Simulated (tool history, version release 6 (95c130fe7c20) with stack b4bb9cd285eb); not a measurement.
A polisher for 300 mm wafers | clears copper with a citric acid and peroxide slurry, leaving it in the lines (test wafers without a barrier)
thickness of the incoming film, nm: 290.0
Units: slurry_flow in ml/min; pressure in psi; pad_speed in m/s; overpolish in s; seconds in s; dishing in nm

| run | hour | slurry_flow | pressure | pad_speed | slurry_solids | overpolish | seconds | dishing |
|---|---|---|---|---|---|---|---|---|
| 1 | 0 | 165 | 2.6 | 1.42 | 1 | 15 | 105 | 30.165 |
| 2 | 7.4 | 160 | 2.5 | 1.42 | 1 | 17 | 112.49 | 31.967 |
| 3 | 13.2 | 160 | 2.5 | 1.42 | 1 | 11 | 111.91 | 21.28 |
| 4 | 14.7 | 160 | 2.5 | 1.2 | 1 | 11 | 128.59 | 18.851 |
| 5 | 19.3 | 155 | 2.5 | 1.2 | 1 | 14 | 127.26 | 22.634 |
| 6 | 23.6 | 175 | 2.5 | 1.2 | 1 | 14 | 126.64 | 22.926 |
| 7 | 28.2 | 175 | 2.5 | 1.2 | 1 | 14 | 124.27 | 23.338 |
| 8 | 30.7 | 165 | 2.5 | 1.2 | 1 | 16 | 127.22 | 26.456 |
| 9 | 38.9 | 160 | 2.5 | 1.2 | 1 | 17 | 127.51 | 27.46 |
| 10 | 45.7 | 160 | 2.5 | 1.2 | 1 | 18 | 125.72 | 28.708 |

The next listed run, before its measurement:
| 11 | 52 | 160 | 2.5 | 1.2 | 1 | 19 | ? | ? |

{"run 11": {"seconds": 128.55, "dishing": 30.485}}
